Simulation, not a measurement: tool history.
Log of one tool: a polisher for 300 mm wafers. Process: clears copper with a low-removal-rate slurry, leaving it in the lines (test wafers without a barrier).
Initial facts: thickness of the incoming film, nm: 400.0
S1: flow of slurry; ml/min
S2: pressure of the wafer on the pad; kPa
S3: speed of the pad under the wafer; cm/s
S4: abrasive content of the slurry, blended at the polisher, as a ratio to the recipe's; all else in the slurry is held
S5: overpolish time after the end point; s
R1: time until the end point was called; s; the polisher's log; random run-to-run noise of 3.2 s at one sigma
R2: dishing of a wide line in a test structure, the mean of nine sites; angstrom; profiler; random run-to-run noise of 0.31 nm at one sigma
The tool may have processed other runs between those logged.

run 1 hour=0 | S1=190 S2=15.2 S3=122 S4=1 S5=30 | R1=123.37 R2=629.18
run 2 hour=7.3 | S1=190 S2=17.2 S3=122 S4=1 S5=30 | R1=110.25 R2=690.77
run 3 hour=12.9 | S1=190 S2=17.2 S3=136 S4=1 S5=30 | R1=99.216 R2=755.37
run 4 hour=20.6 | S1=190 S2=17.2 S3=154 S4=1 S5=30 | R1=87.858 R2=813.27
run 5 hour=28.8 | S1=190 S2=17.2 S3=154 S4=1 S5=21 | R1=87.114 R2=631.99
run 6 hour=34.7 | S1=190 S2=13.1 S3=154 S4=1 S5=21 | R1=109.03 R2=518.85
run 7 hour=42.5 | S1=190 S2=9 S3=120 S4=0.95 S5=13 | R1=183.46 R2=222.82
run 8 hour=48.4 | S1=170 S2=6.9 S3=118 S4=0.95 S5=26 | R1=225.48 R2=336.15
-- hour=54.9 slurry nozzle cleaned
run 9 hour=54.9 | S1=180 S2=7.6 S3=114 S4=0.95 S5=25 | R1=201.78 R2=343.4

Run 10 has not been measured yet. What should we expect?
run 10 hour=56.3 | S1=185 S2=7.6 S3=112 S4=0.95 S5=24 | R1=? R2=?

{"run 10": {"R1": 199.75, "R2": 336.6}}
